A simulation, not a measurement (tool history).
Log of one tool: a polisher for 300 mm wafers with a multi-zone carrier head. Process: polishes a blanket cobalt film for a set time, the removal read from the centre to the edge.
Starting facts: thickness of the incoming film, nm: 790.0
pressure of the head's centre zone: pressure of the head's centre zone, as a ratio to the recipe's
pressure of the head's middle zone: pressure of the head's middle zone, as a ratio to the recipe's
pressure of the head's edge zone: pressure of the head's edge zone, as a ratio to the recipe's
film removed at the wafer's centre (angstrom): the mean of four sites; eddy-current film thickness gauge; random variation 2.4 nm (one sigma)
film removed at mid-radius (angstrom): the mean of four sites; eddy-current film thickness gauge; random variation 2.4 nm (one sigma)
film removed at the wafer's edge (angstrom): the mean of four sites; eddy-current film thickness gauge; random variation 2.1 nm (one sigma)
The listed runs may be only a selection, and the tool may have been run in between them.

| run | hour | flow of slurry (ml/min) | pressure of the head's centre zone | pressure of the head's middle zone | pressure of the head's edge zone | polishing time (s) | film removed at the wafer's centre (angstrom) | film removed at mid-radius (angstrom) | film removed at the wafer's edge (angstrom) |
|---|---|---|---|---|---|---|---|---|---|
| 1 | 0.0 | 295 | 1.00 | 1.00 | 1.00 | 61 | 2355.9 | 2387.8 | 2355.6 |
| 2 | 8.3 | 295 | 1.01 | 1.00 | 0.99 | 59 | 2343.6 | 2215.6 | 2287.9 |
| 3 | 17.2 | 355 | 1.01 | 1.00 | 0.99 | 59 | 2336.4 | 2229.3 | 2268.5 |
| 4 | 22.0 | 405 | 1.01 | 1.00 | 0.99 | 59 | 2381.3 | 2259.3 | 2297.1 |
| 5 | 29.0 | 405 | 1.01 | 1.00 | 0.99 | 51 | 2103.6 | 2019.7 | 2017.6 |
| 6 | 31.3 | 405 | 1.01 | 1.08 | 0.99 | 51 | 2137.4 | 2124.5 | 2042.1 |

Expected results for the next run?
| 7 | 36.8 | 405 | 1.01 | 1.07 | 0.98 | 50 | ? | ? | ? |

Run 7 came out at film removed at the wafer's centre (angstrom) 2057.6, film removed at mid-radius (angstrom) 2045.4, film removed at the wafer's edge (angstrom) 1937.8.
